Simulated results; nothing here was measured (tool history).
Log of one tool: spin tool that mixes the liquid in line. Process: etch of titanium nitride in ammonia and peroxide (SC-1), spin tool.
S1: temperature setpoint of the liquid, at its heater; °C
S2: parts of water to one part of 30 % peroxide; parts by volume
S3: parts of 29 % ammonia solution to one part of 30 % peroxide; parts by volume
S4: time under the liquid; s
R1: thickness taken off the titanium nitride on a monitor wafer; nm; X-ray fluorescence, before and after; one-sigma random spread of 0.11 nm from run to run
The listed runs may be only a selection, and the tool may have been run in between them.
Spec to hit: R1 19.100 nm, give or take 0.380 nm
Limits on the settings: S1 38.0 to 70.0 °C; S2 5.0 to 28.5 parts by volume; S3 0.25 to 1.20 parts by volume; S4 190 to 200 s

run 1 hour=0.0 | S1=54.0 S2=15.5 S3=0.95 S4=190 | R1=11.580
run 2 hour=8.4 | S1=55.5 S2=15.5 S3=0.95 S4=190 | R1=12.797
run 3 hour=15.9 | S1=56.5 S2=15.5 S3=0.95 S4=190 | R1=13.601
run 4 hour=20.3 | S1=56.5 S2=12.0 S3=0.95 S4=190 | R1=15.696
run 5 hour=25.4 | S1=57.0 S2=12.0 S3=0.95 S4=190 | R1=16.155
run 6 hour=32.8 | S1=57.5 S2=12.0 S3=0.95 S4=190 | R1=16.707
run 7 hour=35.9 | S1=58.0 S2=12.0 S3=0.95 S4=190 | R1=17.182
run 8 hour=44.6 | S1=58.5 S2=12.0 S3=0.95 S4=190 | R1=17.763
run 9 hour=50.8 | S1=58.5 S2=12.0 S3=0.95 S4=190 | R1=17.881

4 next moves are on the table. One of them brings every result within its allowed miss. Which?
run A hour=57.0 | S1=61.0 S2=14.5 S3=0.60 S4=195 | R1=?
run B hour=57.0 | S1=61.5 S2=16.5 S3=0.95 S4=190 | R1=?
run C hour=57.0 | S1=53.0 S2=5.0 S3=0.70 S4=200 | R1=?
run D hour=57.0 | S1=58.5 S2=12.5 S3=0.95 S4=190 | R1=?

move=A R1=18.053
move=B R1=18.357
move=C R1=18.942
move=D R1=17.461
A: moves toward the targets from the last run without getting all of them in spec
B: moves toward the targets from the last run without getting all of them in spec
C: each result inside its tolerance
D: its largest miss is bigger than the last run's
The move that meets every target is C.
